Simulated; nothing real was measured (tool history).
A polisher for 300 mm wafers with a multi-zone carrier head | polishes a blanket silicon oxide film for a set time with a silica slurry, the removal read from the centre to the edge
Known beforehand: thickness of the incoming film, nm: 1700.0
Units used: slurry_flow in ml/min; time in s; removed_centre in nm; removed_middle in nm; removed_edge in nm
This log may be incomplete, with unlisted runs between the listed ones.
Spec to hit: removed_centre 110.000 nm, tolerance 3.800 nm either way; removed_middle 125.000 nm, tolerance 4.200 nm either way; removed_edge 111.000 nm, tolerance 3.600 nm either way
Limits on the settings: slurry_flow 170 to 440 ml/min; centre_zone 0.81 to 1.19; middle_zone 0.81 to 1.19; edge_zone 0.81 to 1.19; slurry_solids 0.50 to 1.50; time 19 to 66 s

run  hour  slurry_flow  centre_zone  middle_zone  edge_zone  slurry_solids  time  removed_centre  removed_middle  removed_edge
  1   0.0          280         1.00         1.00       1.00           1.00    42         105.930         107.030       108.620
  2   3.2          245         1.00         1.00       1.00           1.00    42         105.180         107.520       105.730
  3   9.7          250         1.00         1.03       1.01           1.00    42         106.440         106.950       110.220
  4  10.7          255         0.99         1.04       0.97           1.05    42         108.130         112.610       107.690
  5  17.1          215         0.99         1.04       0.97           1.05    42         106.160         109.830       106.890
  6  18.7          215         0.99         1.04       0.97           1.05    33          81.939          85.844        82.972
  7  20.5          240         0.99         1.07       0.97           1.15    33          85.966          91.512        87.780
  8  25.2          255         0.99         1.10       0.96           1.25    34          93.053         102.590        93.796
  9  26.2          270         1.00         1.12       0.98           1.30    34          95.821         107.580        94.618
 10  34.5          275         1.00         1.12       1.01           1.35    34          98.924         107.460        99.312
 11  36.9          290         1.00         1.14       1.02           1.40    34         101.120         111.060       100.720
 12  45.7          295         1.00         1.15       1.03           1.40    34         101.670         114.480       100.050
 13  53.5          320         1.01         1.15       1.13           1.50    35         108.540         118.310       112.690

Which single option among these 4 for the next run brings every result within its allowed miss of target? Just one does.
  A  61.3          350         1.01         1.11       1.17           1.50    34               ?               ?             ?
  B  61.3          315         1.03         1.06       1.08           1.45    36               ?               ?             ?
  C  61.3          250         1.11         1.12       1.17           1.45    35               ?               ?             ?
  D  61.3          280         1.03         1.19       1.07           1.50    36               ?               ?             ?

move  removed_centre  removed_middle  removed_edge
   A         107.780         114.030       113.560
   B         113.720         113.580       113.510
   C         115.830         112.680       112.360
   D         113.610         125.370       113.090
A: moves away from the targets compared with the last run
B: moves away from the targets compared with the last run
C: moves away from the targets compared with the last run
D: every result within its allowed miss
The right move is D.
